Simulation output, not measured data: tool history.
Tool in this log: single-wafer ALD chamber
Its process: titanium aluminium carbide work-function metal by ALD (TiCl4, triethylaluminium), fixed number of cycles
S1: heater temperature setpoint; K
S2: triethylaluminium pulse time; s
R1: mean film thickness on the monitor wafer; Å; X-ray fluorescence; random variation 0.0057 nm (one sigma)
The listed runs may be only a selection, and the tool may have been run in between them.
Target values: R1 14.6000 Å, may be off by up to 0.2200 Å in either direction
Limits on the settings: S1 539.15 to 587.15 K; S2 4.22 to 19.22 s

| run | hour | S1 | S2 | R1 |
|---|---|---|---|---|
| 1 | 0.0 | 563.15 | 11.72 | 20.3190 |
| 2 | 7.7 | 559.15 | 10.41 | 19.4530 |
| 3 | 11.4 | 559.15 | 12.24 | 19.9800 |
| 4 | 12.6 | 559.15 | 9.18 | 19.0120 |
| 5 | 16.4 | 566.15 | 9.18 | 19.6820 |
| 6 | 20.3 | 566.15 | 10.61 | 20.3620 |
| 7 | 25.0 | 561.15 | 9.49 | 19.3840 |
| 8 | 27.7 | 557.15 | 8.57 | 18.4820 |
| 9 | 35.2 | 545.15 | 4.82 | 9.6658 |
| 10 | 40.3 | 548.15 | 4.83 | 9.7542 |

Consider the 4 candidate settings below. Which is the only one whose results all fall within their allowed miss of target?
| A | 45.4 | 554.15 | 6.92 | ? |
| B | 45.4 | 551.15 | 6.25 | ? |
| C | 45.4 | 557.15 | 6.31 | ? |
| D | 45.4 | 554.15 | 6.33 | ? |

| move | R1 |
|---|---|
| A | 16.0750 |
| B | 14.5200 |
| C | 15.1300 |
| D | 14.9360 |
A: the result that was furthest off in the last run now lies on the other side of its target
B: meets every target
C: the result that was furthest off in the last run now lies on the other side of its target
D: the result that was furthest off in the last run now lies on the other side of its target
B meets every target.
